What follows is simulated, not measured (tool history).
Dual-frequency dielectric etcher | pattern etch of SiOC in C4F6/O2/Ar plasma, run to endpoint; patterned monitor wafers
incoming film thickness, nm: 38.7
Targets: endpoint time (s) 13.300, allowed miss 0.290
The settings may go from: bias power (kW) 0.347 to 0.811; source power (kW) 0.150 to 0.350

run,hour,bias power (kW),source power (kW),endpoint time (s)
1,0.0,0.579,0.250,14.760
2,8.1,0.602,0.250,14.574
3,12.7,0.602,0.270,14.248
4,15.8,0.618,0.270,14.014
5,22.3,0.618,0.240,14.678
6,27.8,0.618,0.220,15.159
7,35.2,0.647,0.220,14.782
8,38.4,0.670,0.220,14.589

Which of these 4 next moves meets every target?
A,41.6,0.811,0.210,?
B,41.6,0.779,0.240,?
C,41.6,0.786,0.280,?
D,41.6,0.636,0.200,?

move,endpoint time (s)
A,13.905
B,13.419
C,12.606
D,15.582
A: nearer than the last run, and not there yet
B: meets every target
C: takes the result that was furthest off past its target
D: further off than the last run
The right move is B.
